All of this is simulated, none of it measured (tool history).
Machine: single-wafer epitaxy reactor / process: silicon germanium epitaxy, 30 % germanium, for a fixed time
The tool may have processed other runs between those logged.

run	hour	wafer temperature setpoint (pyrometer-controlled) (K)	chamber pressure (Pa)	mean film thickness on the monitor wafer (Å)
1	0.0	848.15	2653	364.77
2	2.0	847.15	2653	356.21
3	2.6	847.15	2373	339.87
4	3.7	847.15	2720	356.69
5	11.6	846.15	2720	351.41
6	15.7	854.15	2720	418.87
7	19.7	852.15	2720	402.98
8	26.1	850.15	2720	383.87

Estimate the outcome of run 9 from the log above:
9	27.0	838.15	2693	?

mean film thickness on the monitor wafer (Å): 290.92

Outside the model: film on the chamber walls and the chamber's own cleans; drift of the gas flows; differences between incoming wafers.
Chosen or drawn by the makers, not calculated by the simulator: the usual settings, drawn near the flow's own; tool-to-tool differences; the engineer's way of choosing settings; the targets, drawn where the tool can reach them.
